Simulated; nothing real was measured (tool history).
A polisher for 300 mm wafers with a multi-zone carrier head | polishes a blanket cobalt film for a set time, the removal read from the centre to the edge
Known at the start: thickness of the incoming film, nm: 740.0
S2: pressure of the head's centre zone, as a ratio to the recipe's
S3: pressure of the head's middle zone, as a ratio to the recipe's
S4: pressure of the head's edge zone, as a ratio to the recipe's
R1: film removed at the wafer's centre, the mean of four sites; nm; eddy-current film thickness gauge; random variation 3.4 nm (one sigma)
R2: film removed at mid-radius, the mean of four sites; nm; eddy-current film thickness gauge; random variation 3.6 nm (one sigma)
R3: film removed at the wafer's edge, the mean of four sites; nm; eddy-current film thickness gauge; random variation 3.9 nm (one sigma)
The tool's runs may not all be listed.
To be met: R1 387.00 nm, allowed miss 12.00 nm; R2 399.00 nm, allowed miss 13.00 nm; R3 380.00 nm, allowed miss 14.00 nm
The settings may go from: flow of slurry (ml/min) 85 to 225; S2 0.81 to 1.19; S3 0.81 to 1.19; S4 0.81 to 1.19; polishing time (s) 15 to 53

run 1 hour=0.0 | flow_of_slurry_(ml/min)=145 S2=1.00 S3=1.00 S4=1.00 polishing_time_(s)=34 | R1=268.92 R2=267.19 R3=264.28
run 2 hour=2.4 | flow_of_slurry_(ml/min)=145 S2=0.95 S3=1.00 S4=1.00 polishing_time_(s)=34 | R1=261.92 R2=265.80 R3=266.89
run 3 hour=7.2 | flow_of_slurry_(ml/min)=165 S2=0.95 S3=1.00 S4=1.00 polishing_time_(s)=34 | R1=268.27 R2=274.63 R3=270.58
run 4 hour=8.6 | flow_of_slurry_(ml/min)=165 S2=0.95 S3=1.00 S4=1.04 polishing_time_(s)=34 | R1=267.82 R2=270.84 R3=276.65
run 5 hour=14.9 | flow_of_slurry_(ml/min)=165 S2=0.95 S3=1.04 S4=1.04 polishing_time_(s)=34 | R1=265.84 R2=279.59 R3=275.70
run 6 hour=20.9 | flow_of_slurry_(ml/min)=165 S2=0.95 S3=1.04 S4=1.04 polishing_time_(s)=29 | R1=228.43 R2=241.79 R3=237.37
run 7 hour=24.6 | flow_of_slurry_(ml/min)=170 S2=0.97 S3=1.05 S4=1.05 polishing_time_(s)=32 | R1=256.75 R2=264.20 R3=261.27
run 8 hour=31.1 | flow_of_slurry_(ml/min)=175 S2=0.98 S3=1.07 S4=1.06 polishing_time_(s)=34 | R1=272.77 R2=291.53 R3=276.64
run 9 hour=37.0 | flow_of_slurry_(ml/min)=180 S2=0.99 S3=1.07 S4=1.07 polishing_time_(s)=36 | R1=289.85 R2=310.98 R3=297.70
run 10 hour=42.0 | flow_of_slurry_(ml/min)=185 S2=1.01 S3=1.07 S4=1.08 polishing_time_(s)=37 | R1=307.11 R2=318.45 R3=305.56

4 next moves are on the table. One of them brings every result within its allowed miss. Which?
run A hour=47.0 | flow_of_slurry_(ml/min)=165 S2=0.95 S3=1.17 S4=1.05 polishing_time_(s)=44 | R1=? R2=? R3=?
run B hour=47.0 | flow_of_slurry_(ml/min)=225 S2=1.02 S3=1.14 S4=1.09 polishing_time_(s)=47 | R1=? R2=? R3=?
run C hour=47.0 | flow_of_slurry_(ml/min)=175 S2=1.03 S3=1.03 S4=1.07 polishing_time_(s)=28 | R1=? R2=? R3=?
run D hour=47.0 | flow_of_slurry_(ml/min)=180 S2=1.01 S3=1.06 S4=1.04 polishing_time_(s)=47 | R1=? R2=? R3=?

move=A R1=348.57 R2=399.68 R3=353.58
move=B R1=410.59 R2=438.58 R3=396.91
move=C R1=236.14 R2=233.62 R3=228.71
move=D R1=393.41 R2=402.37 R3=380.79
A: nearer than the last run, and not there yet
B: takes the result that was furthest off past its target
C: further off than the last run
D: meets every target
Move D is the one to make.

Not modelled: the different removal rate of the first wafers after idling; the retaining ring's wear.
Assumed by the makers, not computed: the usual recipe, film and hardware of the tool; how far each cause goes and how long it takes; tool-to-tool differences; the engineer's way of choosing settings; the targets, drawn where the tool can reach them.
